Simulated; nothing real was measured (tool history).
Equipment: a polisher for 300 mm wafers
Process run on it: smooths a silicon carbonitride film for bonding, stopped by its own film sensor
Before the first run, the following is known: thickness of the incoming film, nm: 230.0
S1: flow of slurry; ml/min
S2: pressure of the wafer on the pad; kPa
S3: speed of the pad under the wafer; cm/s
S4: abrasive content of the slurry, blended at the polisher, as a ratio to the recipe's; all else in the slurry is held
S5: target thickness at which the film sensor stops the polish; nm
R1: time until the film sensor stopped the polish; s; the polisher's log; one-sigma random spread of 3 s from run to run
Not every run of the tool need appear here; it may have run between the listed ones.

run,hour,S1,S2,S3,S4,S5,R1
1,0,285,15.2,106,1,208,91.913
2,5.2,285,15.2,106,1,207,92.701
3,11.1,285,13.8,106,1,207,105.71
4,14.6,285,13.8,106,0.9,207,113.15
5,16.3,285,13.1,106,0.9,207,122.75
6,17.4,285,12.4,106,0.9,207,122.3

Estimate the outcome of run 7 from the log above:
7,25.4,285,11.7,106,0.9,207,?

Run 7 produced R1 134.45 s.
